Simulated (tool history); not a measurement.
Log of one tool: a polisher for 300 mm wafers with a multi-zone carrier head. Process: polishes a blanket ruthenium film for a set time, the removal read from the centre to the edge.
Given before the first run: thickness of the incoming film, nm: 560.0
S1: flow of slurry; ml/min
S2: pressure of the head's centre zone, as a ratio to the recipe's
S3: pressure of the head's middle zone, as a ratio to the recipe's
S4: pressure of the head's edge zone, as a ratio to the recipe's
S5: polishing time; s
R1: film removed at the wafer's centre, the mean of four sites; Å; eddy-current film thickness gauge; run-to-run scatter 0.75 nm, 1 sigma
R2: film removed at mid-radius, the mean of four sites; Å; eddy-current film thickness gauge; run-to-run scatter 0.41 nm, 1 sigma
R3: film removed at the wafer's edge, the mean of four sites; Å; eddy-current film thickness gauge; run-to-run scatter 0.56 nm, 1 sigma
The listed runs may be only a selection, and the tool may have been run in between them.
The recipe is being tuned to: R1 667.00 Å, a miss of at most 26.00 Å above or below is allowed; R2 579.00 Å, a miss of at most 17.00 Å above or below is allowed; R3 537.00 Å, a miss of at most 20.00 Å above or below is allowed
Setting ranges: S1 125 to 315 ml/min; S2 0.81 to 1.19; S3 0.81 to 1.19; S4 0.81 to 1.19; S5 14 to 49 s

run,hour,S1,S2,S3,S4,S5,R1,R2,R3
1,0.0,205,1.00,1.00,1.00,31,512.41,495.40,505.18
2,2.3,220,1.05,1.03,1.00,31,539.78,520.98,509.77
3,10.0,220,1.14,1.03,1.00,31,589.86,515.08,507.52
4,11.1,235,1.15,1.04,1.00,31,593.81,529.41,511.66
5,15.6,240,1.16,1.04,0.98,32,621.85,543.74,532.91
6,16.7,235,1.17,1.05,0.95,32,610.05,538.58,519.54
7,18.3,245,1.18,1.06,0.97,32,635.35,558.12,533.30
8,26.9,250,1.18,1.06,0.96,32,635.60,551.19,511.88

Exercise: of the 5 proposed moves below, exactly one satisfies all targets within the stated allowed misses. Which move is it?
A,35.5,265,1.19,0.97,0.87,34,?,?,?
B,35.5,210,1.16,0.97,1.02,35,?,?,?
C,35.5,275,1.14,1.14,0.94,30,?,?,?
D,35.5,155,1.04,1.00,1.01,38,?,?,?
E,35.5,270,1.18,1.06,0.96,33,?,?,?

move,R1,R2,R3
A,677.54,551.42,532.12
B,656.92,550.38,576.71
C,575.90,560.64,486.97
D,600.80,580.55,598.25
E,654.00,578.12,540.74
A: no nearer and no further than the last run
B: misses by more than the last run did
C: misses by more than the last run did
D: brings the last run's worst result on target, with another outside its allowed miss
E: in spec on every target
The move that meets every target is E.

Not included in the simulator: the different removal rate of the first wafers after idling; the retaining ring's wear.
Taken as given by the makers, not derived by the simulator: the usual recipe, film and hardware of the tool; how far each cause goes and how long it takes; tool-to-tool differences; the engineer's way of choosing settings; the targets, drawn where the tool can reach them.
